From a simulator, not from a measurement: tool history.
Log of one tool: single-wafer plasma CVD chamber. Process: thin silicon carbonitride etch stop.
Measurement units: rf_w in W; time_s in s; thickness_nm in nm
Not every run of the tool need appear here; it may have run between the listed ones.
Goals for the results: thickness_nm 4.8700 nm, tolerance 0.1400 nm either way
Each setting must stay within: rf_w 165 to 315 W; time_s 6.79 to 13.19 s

run 1 hour=0.0 | rf_w=240 time_s=9.99 | thickness_nm=6.2456
run 2 hour=5.3 | rf_w=230 time_s=9.34 | thickness_nm=5.8015
run 3 hour=10.0 | rf_w=220 time_s=8.87 | thickness_nm=5.4174
run 4 hour=13.4 | rf_w=220 time_s=10.20 | thickness_nm=6.1508
run 5 hour=17.5 | rf_w=200 time_s=10.20 | thickness_nm=6.0545
run 6 hour=25.5 | rf_w=195 time_s=9.58 | thickness_nm=5.6301
run 7 hour=31.7 | rf_w=190 time_s=9.19 | thickness_nm=5.4038
run 8 hour=34.4 | rf_w=185 time_s=8.90 | thickness_nm=5.2361
run 9 hour=39.1 | rf_w=180 time_s=8.70 | thickness_nm=5.0409

Of the 5 settings listed for the next run, only one would bring every result within its allowed miss of target. Which one?
run A hour=43.8 | rf_w=180 time_s=9.16 | thickness_nm=?
run B hour=43.8 | rf_w=185 time_s=9.17 | thickness_nm=?
run C hour=43.8 | rf_w=165 time_s=8.51 | thickness_nm=?
run D hour=43.8 | rf_w=190 time_s=9.20 | thickness_nm=?
run E hour=43.8 | rf_w=175 time_s=9.22 | thickness_nm=?

move=A thickness_nm=5.3378
move=B thickness_nm=5.3794
move=C thickness_nm=4.8560
move=D thickness_nm=5.4324
move=E thickness_nm=5.3361
A: the biggest miss grows against the last run
B: the biggest miss grows against the last run
C: all results land within tolerance of their targets
D: the biggest miss grows against the last run
E: the biggest miss grows against the last run
C is the move that brings every result within its allowed miss.
